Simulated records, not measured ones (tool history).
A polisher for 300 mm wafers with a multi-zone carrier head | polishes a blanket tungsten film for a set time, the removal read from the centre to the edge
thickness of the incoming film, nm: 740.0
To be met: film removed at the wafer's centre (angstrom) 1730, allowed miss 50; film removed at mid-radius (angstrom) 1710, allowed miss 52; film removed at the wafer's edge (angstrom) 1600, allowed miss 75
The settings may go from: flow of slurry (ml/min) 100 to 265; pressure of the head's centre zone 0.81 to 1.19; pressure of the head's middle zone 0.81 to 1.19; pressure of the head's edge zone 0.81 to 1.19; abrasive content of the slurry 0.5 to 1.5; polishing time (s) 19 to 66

run,day,flow of slurry (ml/min),pressure of the head's centre zone,pressure of the head's middle zone,pressure of the head's edge zone,abrasive content of the slurry,polishing time (s),film removed at the wafer's centre (angstrom),film removed at mid-radius (angstrom),film removed at the wafer's edge (angstrom)
1,0,170,1,1,1,1,42,1656,1677.6,1723.5
2,0.162,170,1,0.96,1,1,42,1664.1,1656.1,1714.9
3,0.292,170,1,0.96,1,1,37,1470.7,1437.6,1516.1
4,0.579,170,1,0.91,1,1,37,1450.5,1394.4,1488.1
5,0.629,145,1,0.91,1,1,37,1413.2,1356,1518.1
6,0.862,145,1,0.91,1,1,43,1670.2,1545,1748.2
7,1.125,155,1,0.92,0.98,1,43,1695.2,1599.4,1754.5
8,1.371,155,1,0.92,0.98,1,43,1638.8,1594.1,1696.5
9,1.567,160,1,0.92,0.97,1,43,1674.3,1606.2,1733.6
10,1.871,170,1,0.92,0.96,0.95,43,1681.2,1600.6,1718.5
11,2.196,180,1,0.93,0.94,0.95,43,1714.6,1627.6,1681.2
12,2.488,185,1,0.94,0.93,0.95,43,1718.8,1667.3,1706.3
# day 2.733: worn pad replaced by a new one
13,2.733,190,1,0.94,0.92,0.95,43,1939.6,1878.3,1900.8
14,2.888,190,1,0.94,0.92,0.95,43,1936,1869.3,1909.1

Which of these 5 next moves meets every target?
A,3.042,165,1.01,0.82,0.9,0.9,54,?,?,?
B,3.042,230,0.88,1.09,0.86,1.05,40,?,?,?
C,3.042,185,0.94,0.97,0.91,0.85,40,?,?,?
D,3.042,170,1.09,0.84,0.96,0.95,45,?,?,?
E,3.042,220,1.04,1.01,0.88,0.85,37,?,?,?

move,film removed at the wafer's centre (angstrom),film removed at mid-radius (angstrom),film removed at the wafer's edge (angstrom)
A,2356.3,2059.6,2347.3
B,1669,2103.3,1824.4
C,1643.6,1765.4,1749.9
D,2158.6,1779,2046.7
E,1734.6,1733.4,1625.1
A: further off than the last run
B: further off than the last run
C: nearer than the last run, and not there yet
D: further off than the last run
E: meets every target
Answer: E

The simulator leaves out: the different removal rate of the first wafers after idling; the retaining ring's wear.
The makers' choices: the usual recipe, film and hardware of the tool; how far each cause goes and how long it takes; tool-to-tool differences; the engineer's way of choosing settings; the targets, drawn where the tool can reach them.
